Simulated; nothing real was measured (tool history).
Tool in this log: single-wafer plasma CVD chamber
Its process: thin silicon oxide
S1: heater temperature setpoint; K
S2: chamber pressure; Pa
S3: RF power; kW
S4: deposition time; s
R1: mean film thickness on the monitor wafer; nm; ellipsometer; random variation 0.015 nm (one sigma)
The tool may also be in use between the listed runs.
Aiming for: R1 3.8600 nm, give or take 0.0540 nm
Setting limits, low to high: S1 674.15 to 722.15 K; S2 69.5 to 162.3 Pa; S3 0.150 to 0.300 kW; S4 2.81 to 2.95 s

Run 1, hour 0.0: S1 698.15 K, S2 115.9 Pa, S3 0.225 kW, S4 2.95 s. Result: R1 4.6205 nm.
Run 2, hour 5.7: S1 698.15 K, S2 108.3 Pa, S3 0.225 kW, S4 2.95 s. Result: R1 4.3440 nm.
Run 3, hour 8.2: S1 694.15 K, S2 108.3 Pa, S3 0.225 kW, S4 2.95 s. Result: R1 4.3853 nm.
Run 4, hour 9.7: S1 704.15 K, S2 108.3 Pa, S3 0.225 kW, S4 2.95 s. Result: R1 4.3598 nm.
At hour 17.3: RF generator calibrated.
Run 5, hour 17.3: S1 704.15 K, S2 103.1 Pa, S3 0.225 kW, S4 2.95 s. Result: R1 4.2680 nm.
Run 6, hour 19.7: S1 704.15 K, S2 103.1 Pa, S3 0.225 kW, S4 2.81 s. Result: R1 4.0564 nm.
Run 7, hour 28.4: S1 704.15 K, S2 100.8 Pa, S3 0.225 kW, S4 2.81 s. Result: R1 3.9864 nm.
Run 8, hour 30.9: S1 704.15 K, S2 99.3 Pa, S3 0.225 kW, S4 2.81 s. Result: R1 3.9051 nm.

Which single option among these 4 for the next run brings every result within its allowed miss of target? Just one does.
Run A, hour 33.4: S1 711.15 K, S2 89.2 Pa, S3 0.265 kW, S4 2.90 s. Result: R1 ?.
Run B, hour 33.4: S1 708.15 K, S2 88.1 Pa, S3 0.290 kW, S4 2.95 s. Result: R1 ?.
Run C, hour 33.4: S1 707.15 K, S2 102.8 Pa, S3 0.220 kW, S4 2.81 s. Result: R1 ?.
Run D, hour 33.4: S1 701.15 K, S2 102.4 Pa, S3 0.225 kW, S4 2.81 s. Result: R1 ?.

move      R1
   A  3.8305
   B  3.9881
   C  3.9958
   D  4.0332
A: each result inside its tolerance
B: misses by more than the last run did
C: misses by more than the last run did
D: misses by more than the last run did
The move that meets every target is A.
